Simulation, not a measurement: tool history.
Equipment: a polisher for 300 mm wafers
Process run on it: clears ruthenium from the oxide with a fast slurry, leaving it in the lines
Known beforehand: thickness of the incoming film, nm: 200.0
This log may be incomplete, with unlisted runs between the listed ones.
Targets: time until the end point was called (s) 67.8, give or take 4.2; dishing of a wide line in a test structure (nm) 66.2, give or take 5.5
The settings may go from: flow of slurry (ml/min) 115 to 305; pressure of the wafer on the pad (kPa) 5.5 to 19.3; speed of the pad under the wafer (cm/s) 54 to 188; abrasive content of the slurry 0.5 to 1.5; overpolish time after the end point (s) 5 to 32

run,hour,flow of slurry (ml/min),pressure of the wafer on the pad (kPa),speed of the pad under the wafer (cm/s),abrasive content of the slurry,overpolish time after the end point (s),time until the end point was called (s),dishing of a wide line in a test structure (nm)
1,0,195,12.4,120,1,16,68.112,41.218
2,3.7,195,12.4,104,1,16,76.522,36.712
3,6.7,195,12.4,104,1,12,75.807,27.848
4,11.5,235,12.4,104,1,12,71.175,28.416
5,15.1,225,13.1,106,1,15,68.506,38.764
6,21.8,245,13.1,106,1,15,68.344,34.754
7,24.3,235,13.1,106,1,17,69.398,42.53
# hour 26.7: head pressure recalibrated
8,26.7,230,13.1,106,1,18,64.22,46.063
9,28.3,215,13.1,106,1,19,64.984,46.79

Exercise: of the 4 proposed moves below, exactly one satisfies all targets within the stated allowed misses. Which move is it?
A,29.9,215,13.8,100,1,16,?,?
B,29.9,185,11.7,86,1,29,?,?
C,29.9,220,13.8,100,1.05,22,?,?
D,29.9,230,11,152,0.8,29,?,?

move,time until the end point was called (s),dishing of a wide line in a test structure (nm)
A,63.257,42.101
B,83.393,55.833
C,61.141,57.509
D,68.676,65.925
A: lands further from the targets than the last run did
B: lands further from the targets than the last run did
C: better than the last run, though not everything is in spec
D: meets every target
So the answer is move D, the one that meets all the targets.

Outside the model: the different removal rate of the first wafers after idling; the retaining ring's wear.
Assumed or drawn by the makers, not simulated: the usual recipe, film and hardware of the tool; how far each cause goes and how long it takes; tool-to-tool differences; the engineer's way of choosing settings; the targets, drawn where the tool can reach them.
